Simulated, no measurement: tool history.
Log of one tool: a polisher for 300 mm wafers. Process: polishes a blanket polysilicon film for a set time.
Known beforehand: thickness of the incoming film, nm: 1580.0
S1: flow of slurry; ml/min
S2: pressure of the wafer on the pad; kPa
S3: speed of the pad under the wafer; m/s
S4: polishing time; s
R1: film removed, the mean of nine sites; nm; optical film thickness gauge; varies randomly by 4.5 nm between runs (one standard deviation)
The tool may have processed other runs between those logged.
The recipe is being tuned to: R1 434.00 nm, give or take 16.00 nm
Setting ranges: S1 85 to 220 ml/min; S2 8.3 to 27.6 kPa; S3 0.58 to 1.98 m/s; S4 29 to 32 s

run 1 hour=0.0 | S1=140 S2=17.9 S3=1.28 S4=32 | R1=317.66
run 2 hour=2.2 | S1=120 S2=17.9 S3=1.28 S4=32 | R1=296.95
run 3 hour=7.4 | S1=145 S2=18.6 S3=1.28 S4=32 | R1=327.31
run 4 hour=8.8 | S1=145 S2=18.6 S3=1.16 S4=32 | R1=300.63
run 5 hour=14.8 | S1=160 S2=20.0 S3=1.16 S4=32 | R1=329.61
run 6 hour=21.1 | S1=175 S2=20.0 S3=1.16 S4=32 | R1=331.93
run 7 hour=23.5 | S1=175 S2=21.4 S3=1.16 S4=32 | R1=353.20
run 8 hour=29.7 | S1=175 S2=21.4 S3=1.16 S4=32 | R1=352.33
run 9 hour=34.2 | S1=180 S2=22.8 S3=1.16 S4=32 | R1=377.76
run 10 hour=38.6 | S1=185 S2=23.4 S3=1.16 S4=32 | R1=388.02
run 11 hour=43.4 | S1=190 S2=24.1 S3=1.16 S4=32 | R1=404.53
run 12 hour=47.2 | S1=190 S2=24.8 S3=1.16 S4=32 | R1=418.49

Consider the 5 candidate settings below. Which is the only one whose results all fall within their allowed miss of target?
run A hour=51.0 | S1=190 S2=24.8 S3=1.08 S4=31 | R1=?
run B hour=51.0 | S1=175 S2=22.8 S3=1.36 S4=32 | R1=?
run C hour=51.0 | S1=155 S2=24.1 S3=1.28 S4=29 | R1=?
run D hour=51.0 | S1=190 S2=26.2 S3=1.02 S4=32 | R1=?
run E hour=51.0 | S1=210 S2=24.1 S3=1.18 S4=30 | R1=?

move=A R1=368.27
move=B R1=431.12
move=C R1=382.29
move=D R1=379.33
move=E R1=382.87
A: moves away from the targets compared with the last run
B: in spec on every target
C: moves away from the targets compared with the last run
D: moves away from the targets compared with the last run
E: moves away from the targets compared with the last run
Move B is the one to make.

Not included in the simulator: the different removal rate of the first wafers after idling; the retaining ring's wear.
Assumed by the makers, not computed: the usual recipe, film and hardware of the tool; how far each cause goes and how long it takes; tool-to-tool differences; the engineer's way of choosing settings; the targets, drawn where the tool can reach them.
